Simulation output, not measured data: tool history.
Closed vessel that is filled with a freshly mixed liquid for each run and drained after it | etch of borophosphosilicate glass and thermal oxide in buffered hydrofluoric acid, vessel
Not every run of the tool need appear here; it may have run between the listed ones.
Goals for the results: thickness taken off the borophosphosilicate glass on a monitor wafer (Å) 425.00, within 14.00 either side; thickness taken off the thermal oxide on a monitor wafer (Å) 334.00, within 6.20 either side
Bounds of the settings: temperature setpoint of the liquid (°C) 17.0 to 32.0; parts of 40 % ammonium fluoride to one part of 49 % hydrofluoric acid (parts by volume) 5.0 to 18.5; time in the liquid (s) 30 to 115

| run | hour | temperature setpoint of the liquid (°C) | parts of 40 % ammonium fluoride to one part of 49 % hydrofluoric acid (parts by volume) | time in the liquid (s) | thickness taken off the borophosphosilicate glass on a monitor wafer (Å) | thickness taken off the thermal oxide on a monitor wafer (Å) |
|---|---|---|---|---|---|---|
| 1 | 0.0 | 25.0 | 11.5 | 60 | 838.58 | 664.96 |
| 2 | 3.7 | 28.5 | 11.5 | 60 | 1007.90 | 788.85 |
| 3 | 11.5 | 27.0 | 11.5 | 60 | 944.24 | 733.36 |
| 4 | 18.6 | 24.5 | 12.5 | 60 | 756.97 | 592.37 |
| 5 | 25.7 | 24.5 | 12.5 | 40 | 500.41 | 395.87 |
| 6 | 33.1 | 23.5 | 12.5 | 40 | 469.59 | 375.42 |
| 7 | 33.8 | 23.0 | 12.5 | 40 | 459.77 | 365.87 |
| 8 | 40.0 | 22.5 | 12.5 | 40 | 457.57 | 351.49 |

Exactly one of the 4 candidate moves below puts every result within its allowed miss. Which one?
| A | 46.2 | 24.0 | 14.5 | 40 | ? | ? |
| B | 46.2 | 22.0 | 12.0 | 40 | ? | ? |
| C | 46.2 | 17.0 | 8.5 | 40 | ? | ? |
| D | 46.2 | 20.5 | 12.5 | 45 | ? | ? |

| move | thickness taken off the borophosphosilicate glass on a monitor wafer (Å) | thickness taken off the thermal oxide on a monitor wafer (Å) |
|---|---|---|
| A | 426.25 | 334.04 |
| B | 460.72 | 360.26 |
| C | 475.86 | 369.55 |
| D | 458.52 | 358.28 |
A: all results in spec
B: misses by more than the last run did
C: misses by more than the last run did
D: misses by more than the last run did
Answer: A

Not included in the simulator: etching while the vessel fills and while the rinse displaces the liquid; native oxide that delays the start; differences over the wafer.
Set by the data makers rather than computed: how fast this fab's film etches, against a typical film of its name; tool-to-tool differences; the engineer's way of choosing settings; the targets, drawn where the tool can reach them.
